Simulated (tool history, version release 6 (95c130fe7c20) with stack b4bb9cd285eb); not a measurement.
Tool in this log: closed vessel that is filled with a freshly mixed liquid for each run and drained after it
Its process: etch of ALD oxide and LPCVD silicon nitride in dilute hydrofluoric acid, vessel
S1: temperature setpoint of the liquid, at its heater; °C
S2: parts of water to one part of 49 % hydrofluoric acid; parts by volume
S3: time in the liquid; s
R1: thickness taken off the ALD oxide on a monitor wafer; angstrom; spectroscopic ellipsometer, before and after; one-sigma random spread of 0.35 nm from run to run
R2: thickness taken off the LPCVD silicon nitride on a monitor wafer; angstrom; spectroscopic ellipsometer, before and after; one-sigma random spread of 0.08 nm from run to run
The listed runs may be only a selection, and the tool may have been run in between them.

| run | hour | S1 | S2 | S3 | R1 | R2 |
|---|---|---|---|---|---|---|
| 1 | 0 | 26 | 65 | 60 | 280.87 | 5.9717 |
| 2 | 4.6 | 23.5 | 65 | 60 | 256.22 | 5.1282 |
| 3 | 9.9 | 25 | 65 | 60 | 272.54 | 5.7516 |
| 4 | 16.4 | 25 | 65 | 75 | 338.07 | 7.4724 |
| 5 | 24.1 | 26 | 65 | 75 | 355.12 | 7.7893 |
| 6 | 29 | 26 | 65 | 95 | 449.14 | 9.7237 |
| 7 | 32.1 | 26.5 | 65 | 95 | 462.52 | 10.218 |

Run 8, settings as shown, results not yet in. Your forecast:
| 8 | 40.2 | 27 | 65 | 95 | ? | ? |

For run 8 the tool returned R1 465.15 angstrom, R2 10.061 angstrom.
